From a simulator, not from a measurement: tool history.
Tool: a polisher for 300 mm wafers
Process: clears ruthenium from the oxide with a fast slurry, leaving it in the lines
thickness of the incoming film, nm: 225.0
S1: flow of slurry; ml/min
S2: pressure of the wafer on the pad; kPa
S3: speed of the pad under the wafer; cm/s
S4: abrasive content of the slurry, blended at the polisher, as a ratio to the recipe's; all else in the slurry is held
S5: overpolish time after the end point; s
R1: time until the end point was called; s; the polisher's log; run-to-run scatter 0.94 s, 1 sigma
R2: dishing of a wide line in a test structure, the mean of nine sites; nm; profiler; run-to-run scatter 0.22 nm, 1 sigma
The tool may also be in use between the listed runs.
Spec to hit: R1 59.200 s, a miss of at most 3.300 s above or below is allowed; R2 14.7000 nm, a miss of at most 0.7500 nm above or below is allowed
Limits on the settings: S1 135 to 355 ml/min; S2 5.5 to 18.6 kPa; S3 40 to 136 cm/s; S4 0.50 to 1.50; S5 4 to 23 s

| run | hour | S1 | S2 | S3 | S4 | S5 | R1 | R2 |
|---|---|---|---|---|---|---|---|---|
| 1 | 0.0 | 225 | 11.7 | 88 | 1.00 | 12 | 87.541 | 22.7870 |
| 2 | 5.9 | 225 | 9.7 | 88 | 1.00 | 12 | 99.650 | 19.6710 |
| 3 | 13.0 | 260 | 9.7 | 88 | 1.00 | 12 | 100.810 | 19.7530 |
| 4 | 17.0 | 260 | 9.7 | 88 | 1.00 | 16 | 97.958 | 25.9330 |
| 5 | 24.1 | 265 | 9.7 | 96 | 1.00 | 14 | 92.838 | 24.7320 |
| 6 | 31.5 | 265 | 6.9 | 96 | 1.00 | 14 | 123.170 | 19.0880 |
| 7 | 40.5 | 240 | 8.3 | 88 | 1.10 | 12 | 106.590 | 19.0330 |
| 8 | 45.6 | 225 | 10.3 | 80 | 1.05 | 10 | 99.466 | 17.0420 |
| 9 | 48.1 | 160 | 13.8 | 68 | 1.00 | 4 | 95.740 | 7.1403 |
| 10 | 50.5 | 185 | 14.5 | 70 | 1.00 | 4 | 89.971 | 8.0766 |
| 11 | 54.0 | 205 | 15.2 | 72 | 1.00 | 4 | 81.764 | 8.7082 |
| 12 | 59.5 | 200 | 17.9 | 82 | 1.00 | 8 | 63.325 | 21.2500 |
| 13 | 60.8 | 210 | 17.9 | 82 | 1.00 | 7 | 62.267 | 19.1300 |
| 14 | 66.7 | 215 | 17.9 | 82 | 1.00 | 6 | 62.308 | 16.0150 |
| 15 | 70.0 | 220 | 17.9 | 82 | 1.00 | 5 | 63.972 | 13.6080 |

4 candidate next runs follow, results not yet known. Just one meets every target within its allowed miss. Identify it.
| A | 73.3 | 250 | 18.6 | 86 | 0.95 | 5 | ? | ? |
| B | 73.3 | 265 | 16.5 | 102 | 0.70 | 6 | ? | ? |
| C | 73.3 | 215 | 17.2 | 68 | 1.15 | 7 | ? | ? |
| D | 73.3 | 200 | 17.2 | 74 | 1.05 | 5 | ? | ? |

| move | R1 | R2 |
|---|---|---|
| A | 59.084 | 14.6260 |
| B | 73.417 | 14.1630 |
| C | 71.376 | 16.7420 |
| D | 70.039 | 12.4900 |
A: hits every target within its allowed miss
B: meets the target for the result that was furthest off, but another lies outside its allowed miss
C: moves the result that the last run missed by most past its target, out the other side
D: misses by more than the last run did
A meets every target.

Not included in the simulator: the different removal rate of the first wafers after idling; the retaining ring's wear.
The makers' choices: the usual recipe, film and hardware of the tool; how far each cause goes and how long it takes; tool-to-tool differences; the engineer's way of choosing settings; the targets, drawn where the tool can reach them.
